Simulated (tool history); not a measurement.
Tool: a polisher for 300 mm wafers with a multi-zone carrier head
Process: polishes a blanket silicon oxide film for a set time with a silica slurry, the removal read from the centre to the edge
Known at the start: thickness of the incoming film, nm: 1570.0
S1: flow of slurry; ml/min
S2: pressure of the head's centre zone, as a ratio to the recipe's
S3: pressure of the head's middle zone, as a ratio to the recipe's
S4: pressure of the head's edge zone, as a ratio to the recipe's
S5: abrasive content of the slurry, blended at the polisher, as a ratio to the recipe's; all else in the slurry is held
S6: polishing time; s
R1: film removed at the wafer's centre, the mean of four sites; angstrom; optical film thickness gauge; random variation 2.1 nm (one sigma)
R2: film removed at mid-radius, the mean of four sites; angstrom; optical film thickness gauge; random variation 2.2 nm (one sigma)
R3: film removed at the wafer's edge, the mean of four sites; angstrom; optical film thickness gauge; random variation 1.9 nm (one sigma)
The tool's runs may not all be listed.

{"run": 1, "hour": 0.0, "S1": 270, "S2": 1, "S3": 1, "S4": 1, "S5": 1, "S6": 35, "R1": 1276.5, "R2": 1277.2, "R3": 1308}
{"run": 2, "hour": 2.2, "S1": 270, "S2": 1.01, "S3": 1, "S4": 1.01, "S5": 1.05, "S6": 35, "R1": 1274.3, "R2": 1282.5, "R3": 1356.3}
{"run": 3, "hour": 9.0, "S1": 275, "S2": 1.03, "S3": 1.01, "S4": 1.01, "S5": 1.1, "S6": 35, "R1": 1326.1, "R2": 1312.9, "R3": 1373.2}
{"run": 4, "hour": 9.7, "S1": 275, "S2": 1.04, "S3": 1.01, "S4": 1.01, "S5": 1.15, "S6": 35, "R1": 1349.5, "R2": 1387, "R3": 1363.7}
{"run": 5, "hour": 13.8, "S1": 275, "S2": 1.05, "S3": 1, "S4": 1.02, "S5": 1.15, "S6": 35, "R1": 1371.7, "R2": 1307.5, "R3": 1377.5}
{"run": 6, "hour": 16.0, "S1": 275, "S2": 1.06, "S3": 1, "S4": 1.03, "S5": 1.2, "S6": 35, "R1": 1407.6, "R2": 1324, "R3": 1404}
{"run": 7, "hour": 21.3, "S1": 275, "S2": 1.06, "S3": 1, "S4": 1.04, "S5": 1.25, "S6": 35, "R1": 1414.9, "R2": 1406.9, "R3": 1471.4}

Forecast run 8:
{"run": 8, "hour": 24.5, "S1": 290, "S2": 1.16, "S3": 0.98, "S4": 1.1, "S5": 1.3, "S6": 35, "R1": "?", "R2": "?", "R3": "?"}

{"run 8": {"R1": 1599, "R2": 1359.5, "R3": 1507.7}}
